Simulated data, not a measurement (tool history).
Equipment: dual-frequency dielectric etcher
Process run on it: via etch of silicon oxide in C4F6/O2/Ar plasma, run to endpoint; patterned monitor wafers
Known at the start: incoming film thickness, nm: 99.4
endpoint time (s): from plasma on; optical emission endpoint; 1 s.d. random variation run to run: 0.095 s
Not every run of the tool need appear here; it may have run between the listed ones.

run,hour,bias power (W),source power (W),Ar flow (sccm),endpoint time (s)
1,0.0,361,450,285,21.402
2,6.8,333,440,286,22.194
3,9.5,310,430,287,23.178
4,13.6,310,430,242,22.604
5,19.8,292,430,242,22.899
6,22.8,292,430,282,23.633
7,27.4,283,430,282,24.001
8,30.2,277,430,282,23.996

Run 9 has not been measured yet. What should we expect?
9,36.9,270,430,282,?

Run 9 yielded endpoint time (s) 24.329.

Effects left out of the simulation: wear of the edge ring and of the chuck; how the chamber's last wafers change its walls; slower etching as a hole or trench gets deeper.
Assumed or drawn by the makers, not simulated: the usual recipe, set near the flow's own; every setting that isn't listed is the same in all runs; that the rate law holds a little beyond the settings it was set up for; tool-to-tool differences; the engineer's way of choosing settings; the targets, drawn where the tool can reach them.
